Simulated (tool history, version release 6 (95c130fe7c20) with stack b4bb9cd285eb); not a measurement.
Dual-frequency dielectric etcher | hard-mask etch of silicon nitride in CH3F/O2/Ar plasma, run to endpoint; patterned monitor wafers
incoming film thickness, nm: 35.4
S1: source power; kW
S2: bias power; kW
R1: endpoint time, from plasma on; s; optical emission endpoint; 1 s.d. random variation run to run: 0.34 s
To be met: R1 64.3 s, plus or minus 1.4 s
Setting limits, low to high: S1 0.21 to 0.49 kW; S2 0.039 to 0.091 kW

{"run": 1, "day": 0.0, "S1": 0.35, "S2": 0.065, "R1": 56.497}
{"run": 2, "day": 0.071, "S1": 0.33, "S2": 0.064, "R1": 58.464}
{"run": 3, "day": 0.158, "S1": 0.33, "S2": 0.071, "R1": 55.334}
{"run": 4, "day": 0.375, "S1": 0.29, "S2": 0.071, "R1": 57.928}
{"run": 5, "day": 0.575, "S1": 0.27, "S2": 0.071, "R1": 59.347}
{"run": 6, "day": 0.596, "S1": 0.26, "S2": 0.07, "R1": 60.733}
{"run": 7, "day": 0.858, "S1": 0.25, "S2": 0.07, "R1": 61.882}
{"run": 8, "day": 1.183, "S1": 0.24, "S2": 0.07, "R1": 62.632}

Exactly one of the 5 candidate moves below puts every result within its allowed miss. Which one?
{"run": "A", "day": 1.508, "S1": 0.25, "S2": 0.073, "R1": "?"}
{"run": "B", "day": 1.508, "S1": 0.24, "S2": 0.078, "R1": "?"}
{"run": "C", "day": 1.508, "S1": 0.24, "S2": 0.074, "R1": "?"}
{"run": "D", "day": 1.508, "S1": 0.22, "S2": 0.078, "R1": "?"}
{"run": "E", "day": 1.508, "S1": 0.23, "S2": 0.068, "R1": "?"}

move=A R1=60.384
move=B R1=59.45
move=C R1=60.888
move=D R1=61.296
move=E R1=64.24
A: misses by more than the last run did
B: misses by more than the last run did
C: misses by more than the last run did
D: misses by more than the last run did
E: each result inside its tolerance
E is the move that brings every result within its allowed miss.

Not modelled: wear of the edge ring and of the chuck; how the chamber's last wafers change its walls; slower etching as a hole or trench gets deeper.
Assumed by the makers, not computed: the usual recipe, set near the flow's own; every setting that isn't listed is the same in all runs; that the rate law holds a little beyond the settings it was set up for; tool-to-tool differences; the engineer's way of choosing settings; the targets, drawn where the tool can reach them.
